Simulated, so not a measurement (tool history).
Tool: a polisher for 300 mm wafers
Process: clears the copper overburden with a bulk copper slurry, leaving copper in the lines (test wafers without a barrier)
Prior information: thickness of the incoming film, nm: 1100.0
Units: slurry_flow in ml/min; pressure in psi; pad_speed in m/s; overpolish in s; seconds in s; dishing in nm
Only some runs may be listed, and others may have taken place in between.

{"run": 1, "hour": 0.0, "slurry_flow": 135, "pressure": 3.5, "pad_speed": 0.96, "slurry_solids": 1.0, "overpolish": 15, "seconds": 107.88, "dishing": 59.692}
{"run": 2, "hour": 6.4, "slurry_flow": 135, "pressure": 3.3, "pad_speed": 0.96, "slurry_solids": 1.0, "overpolish": 14, "seconds": 115.82, "dishing": 55.732}
{"run": 3, "hour": 9.9, "slurry_flow": 135, "pressure": 3.2, "pad_speed": 0.96, "slurry_solids": 1.0, "overpolish": 13, "seconds": 118.3, "dishing": 54.141}
{"run": 4, "hour": 10.6, "slurry_flow": 115, "pressure": 3.2, "pad_speed": 0.96, "slurry_solids": 1.0, "overpolish": 13, "seconds": 124.69, "dishing": 51.599}
{"run": 5, "hour": 15.1, "slurry_flow": 115, "pressure": 3.2, "pad_speed": 0.96, "slurry_solids": 1.0, "overpolish": 17, "seconds": 126.74, "dishing": 59.258}
{"run": 6, "hour": 18.0, "slurry_flow": 115, "pressure": 3.6, "pad_speed": 0.96, "slurry_solids": 1.0, "overpolish": 17, "seconds": 109.55, "dishing": 62.687}
{"run": 7, "hour": 22.6, "slurry_flow": 115, "pressure": 3.5, "pad_speed": 0.96, "slurry_solids": 1.0, "overpolish": 15, "seconds": 113.3, "dishing": 58.498}

Expected results for the next run?
{"run": 8, "hour": 29.3, "slurry_flow": 115, "pressure": 3.4, "pad_speed": 0.96, "slurry_solids": 1.0, "overpolish": 14, "seconds": "?", "dishing": "?"}

seconds: 115.87 s
dishing: 55.590 nm
